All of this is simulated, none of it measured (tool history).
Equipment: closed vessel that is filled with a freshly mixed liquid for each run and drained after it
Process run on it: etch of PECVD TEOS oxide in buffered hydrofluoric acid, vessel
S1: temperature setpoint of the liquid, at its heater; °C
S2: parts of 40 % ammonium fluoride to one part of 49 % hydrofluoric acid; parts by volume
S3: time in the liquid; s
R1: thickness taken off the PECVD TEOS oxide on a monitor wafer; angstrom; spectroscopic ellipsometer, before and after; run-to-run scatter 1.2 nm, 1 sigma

run	day	S1	S2	S3	R1
1	0.000	24.0	21.0	90	681.39
2	0.379	24.0	21.0	95	714.36
3	0.575	26.5	16.5	95	1016.90
4	0.958	29.0	16.5	95	1175.90
5	1.183	30.0	14.0	95	1434.70
6	1.383	32.0	14.0	95	1628.30

Forecast run 7:
7	1.467	32.0	13.0	95	?

{"run 7": {"R1": 1726.9}}
